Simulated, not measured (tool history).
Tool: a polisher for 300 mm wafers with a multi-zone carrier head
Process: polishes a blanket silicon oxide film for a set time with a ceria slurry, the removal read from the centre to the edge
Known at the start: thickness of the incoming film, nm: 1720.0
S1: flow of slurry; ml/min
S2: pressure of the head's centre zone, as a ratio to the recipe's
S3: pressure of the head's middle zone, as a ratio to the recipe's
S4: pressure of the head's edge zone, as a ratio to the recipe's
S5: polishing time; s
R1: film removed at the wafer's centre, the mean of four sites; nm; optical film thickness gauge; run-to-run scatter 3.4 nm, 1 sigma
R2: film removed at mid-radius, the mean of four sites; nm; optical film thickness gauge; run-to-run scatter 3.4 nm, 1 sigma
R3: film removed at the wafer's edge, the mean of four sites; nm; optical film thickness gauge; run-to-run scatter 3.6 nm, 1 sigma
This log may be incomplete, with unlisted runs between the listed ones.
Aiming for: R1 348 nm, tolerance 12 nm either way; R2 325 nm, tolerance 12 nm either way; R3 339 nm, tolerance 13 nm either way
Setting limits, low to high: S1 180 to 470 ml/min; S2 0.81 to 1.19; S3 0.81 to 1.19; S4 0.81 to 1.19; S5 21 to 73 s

run  hour   S1    S2    S3    S4  S5      R1      R2      R3
  1     0  300     1     1     1  47  271.85  285.99  272.86
  2   4.4  300  1.06     1     1  47  297.75  279.68  277.05
  3  11.5  300  1.06  1.01  1.02  48  304.29  291.39  283.83
  4  16.8  300  1.06  1.01  1.04  49  306.82  292.82   290.7
  5  22.8  300  1.03  1.01  1.04  49  298.91  287.53  293.44
  6    31  300  0.99  1.01  1.04  49  288.09  290.97  294.44
  7  36.5  305     1  1.02  1.05  50  298.89  305.16  301.43
  8  44.8  315  1.01  1.02  1.07  50  303.73  303.45   307.9
  9  51.2  325  1.02  1.02  1.08  50  309.78   308.5  308.46
 10  55.2  335  1.03  1.02   1.1  50   309.6  303.09  310.37
 11  56.8  335  1.04  1.03  1.11  50  306.32  306.41  314.66
 12  60.3  340  1.05  1.03  1.12  50  311.31  307.39  315.31
 13  62.7  345  1.06  1.03  1.13  50  317.62  305.02  317.42
 14  69.5  350  1.07  1.03  1.14  50  324.02  305.46  317.71
 15  75.4  355  1.07  1.03  1.15  50  314.27  309.81  322.37
 16  77.9  370  1.16  1.04  1.18  52  358.24  323.95  338.47

Exactly one of the 5 candidate moves below puts every result within its allowed miss. Which one?
  A  80.4  370  1.19  1.02  1.18  52   ?   ?   ?
  B  80.4  415  1.11  1.05  1.19  52   ?   ?   ?
  C  80.4  400  1.19  1.06  1.14  52   ?   ?   ?
  D  80.4  360  1.19  1.03  1.14  52   ?   ?   ?
  E  80.4  315  1.14  1.06  1.11  55   ?   ?   ?

move      R1      R2      R3
   A  374.63  322.87  330.18
   B  351.77  331.63  333.13
   C  376.49  333.05  325.25
   D  374.03  324.57  323.91
   E  375.77  347.66  335.88
A: misses by more than the last run did
B: every result within its allowed miss
C: misses by more than the last run did
D: misses by more than the last run did
E: misses by more than the last run did
Correct choice: B, which meets every target
